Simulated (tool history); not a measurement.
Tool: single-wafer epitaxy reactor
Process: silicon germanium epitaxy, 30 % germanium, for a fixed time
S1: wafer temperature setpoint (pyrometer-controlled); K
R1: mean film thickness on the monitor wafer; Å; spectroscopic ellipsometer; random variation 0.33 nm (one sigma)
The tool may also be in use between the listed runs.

{"run": 1, "hour": 0.0, "S1": 883.15, "chamber pressure (Pa)": 3226, "R1": 710.9}
{"run": 2, "hour": 3.7, "S1": 883.15, "chamber pressure (Pa)": 3693, "R1": 760.45}
{"run": 3, "hour": 11.3, "S1": 886.15, "chamber pressure (Pa)": 3706, "R1": 798.25}
{"run": 4, "hour": 20.1, "S1": 888.15, "chamber pressure (Pa)": 3720, "R1": 827.24}
{"run": 5, "hour": 26.4, "S1": 889.15, "chamber pressure (Pa)": 3733, "R1": 842.84}
{"run": 6, "hour": 33.3, "S1": 884.15, "chamber pressure (Pa)": 3733, "R1": 777.44}

Forecast run 7:
{"run": 7, "hour": 39.4, "S1": 886.15, "chamber pressure (Pa)": 3746, "R1": "?"}

{"run 7": {"R1": 798.46}}
